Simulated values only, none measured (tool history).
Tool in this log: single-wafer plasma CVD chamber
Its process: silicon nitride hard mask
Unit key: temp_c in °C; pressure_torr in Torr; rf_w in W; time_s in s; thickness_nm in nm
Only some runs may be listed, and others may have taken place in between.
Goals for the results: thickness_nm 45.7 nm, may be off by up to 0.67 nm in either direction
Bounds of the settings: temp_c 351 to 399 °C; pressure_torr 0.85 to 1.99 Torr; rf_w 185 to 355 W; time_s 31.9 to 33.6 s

run    day  temp_c  pressure_torr  rf_w  time_s  thickness_nm
  1      0     375           1.42   270    33.6        38.587
  2  0.321     375           1.29   270    33.6        37.033
  3  0.375     375           1.49   275    33.6        39.798
  4  0.717     375           1.63   275    33.6        40.924
  5  1.088     375           1.63   250    33.6         38.25
  6  1.446     375           1.63   210    33.6        33.502
  7  1.492     375           1.74   230    33.6         36.71
  8   1.65     375           1.81   245    33.6         39.15
  9  1.838     375           1.86   255    33.6        40.614
 10  1.958     375            1.9   265    33.6        41.937

5 next moves are on the table. One of them brings every result within its allowed miss. Which?
  A  2.079     380           1.88   305    33.4             ?
  B  2.079     376           1.83   265    32.5             ?
  C  2.079     375           1.82   270    32.1             ?
  D  2.079     375           1.93   280    33.6             ?
  E  2.079     376           1.98   280    33.1             ?

move  thickness_nm
   A        45.403
   B        39.782
   C        39.772
   D        43.475
   E        43.138
A: hits every target within its allowed miss
B: further off than the last run
C: further off than the last run
D: nearer the targets than the last run, but a result is still out of spec
E: nearer the targets than the last run, but a result is still out of spec
Answer: A

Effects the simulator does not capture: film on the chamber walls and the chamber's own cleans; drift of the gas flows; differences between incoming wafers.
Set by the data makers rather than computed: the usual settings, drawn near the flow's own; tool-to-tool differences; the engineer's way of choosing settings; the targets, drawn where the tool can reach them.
